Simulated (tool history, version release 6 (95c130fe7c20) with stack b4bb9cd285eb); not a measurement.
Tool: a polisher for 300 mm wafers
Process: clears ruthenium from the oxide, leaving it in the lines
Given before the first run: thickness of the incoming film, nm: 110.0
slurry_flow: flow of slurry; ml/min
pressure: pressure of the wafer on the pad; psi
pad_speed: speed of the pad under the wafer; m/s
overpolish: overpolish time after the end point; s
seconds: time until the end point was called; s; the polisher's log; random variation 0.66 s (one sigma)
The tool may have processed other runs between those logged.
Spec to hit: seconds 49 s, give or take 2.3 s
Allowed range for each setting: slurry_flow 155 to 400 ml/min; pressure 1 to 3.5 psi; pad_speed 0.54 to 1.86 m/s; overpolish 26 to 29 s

{"run": 1, "hour": 0.0, "slurry_flow": 255, "pressure": 2.2, "pad_speed": 1.18, "overpolish": 26, "seconds": 79.558}
{"run": 2, "hour": 5.0, "slurry_flow": 255, "pressure": 2.3, "pad_speed": 1.18, "overpolish": 26, "seconds": 74.756}
{"run": 3, "hour": 9.3, "slurry_flow": 255, "pressure": 2.4, "pad_speed": 1.18, "overpolish": 26, "seconds": 72.556}
{"run": 4, "hour": 11.9, "slurry_flow": 255, "pressure": 2.4, "pad_speed": 1.36, "overpolish": 26, "seconds": 63.113}
{"run": 5, "hour": 15.5, "slurry_flow": 255, "pressure": 2.5, "pad_speed": 1.36, "overpolish": 26, "seconds": 59.746}
{"hour": 17.2, "done": "worn pad replaced by a new one"}
{"run": 6, "hour": 17.2, "slurry_flow": 255, "pressure": 2.6, "pad_speed": 1.36, "overpolish": 26, "seconds": 55.142}
{"run": 7, "hour": 17.8, "slurry_flow": 255, "pressure": 2.7, "pad_speed": 1.36, "overpolish": 26, "seconds": 52.542}
{"run": 8, "hour": 21.9, "slurry_flow": 255, "pressure": 2.7, "pad_speed": 1.36, "overpolish": 26, "seconds": 52.821}
{"run": 9, "hour": 29.5, "slurry_flow": 255, "pressure": 2.7, "pad_speed": 1.36, "overpolish": 26, "seconds": 52.118}

5 next moves are on the table. One of them brings every result within its allowed miss. Which?
{"run": "A", "hour": 37.1, "slurry_flow": 255, "pressure": 2.9, "pad_speed": 1.54, "overpolish": 27, "seconds": "?"}
{"run": "B", "hour": 37.1, "slurry_flow": 255, "pressure": 2.3, "pad_speed": 1.68, "overpolish": 26, "seconds": "?"}
{"run": "C", "hour": 37.1, "slurry_flow": 265, "pressure": 2.9, "pad_speed": 1.48, "overpolish": 27, "seconds": "?"}
{"run": "D", "hour": 37.1, "slurry_flow": 400, "pressure": 3.2, "pad_speed": 1.3, "overpolish": 26, "seconds": "?"}
{"run": "E", "hour": 37.1, "slurry_flow": 245, "pressure": 2.1, "pad_speed": 1.68, "overpolish": 26, "seconds": "?"}

move=A seconds=42.838
move=B seconds=49.313
move=C seconds=44.339
move=D seconds=44.053
move=E seconds=54.118
A: the result that was furthest off in the last run now lies on the other side of its target
B: all results land within tolerance of their targets
C: the result that was furthest off in the last run now lies on the other side of its target
D: the result that was furthest off in the last run now lies on the other side of its target
E: moves away from the targets compared with the last run
Answer: B
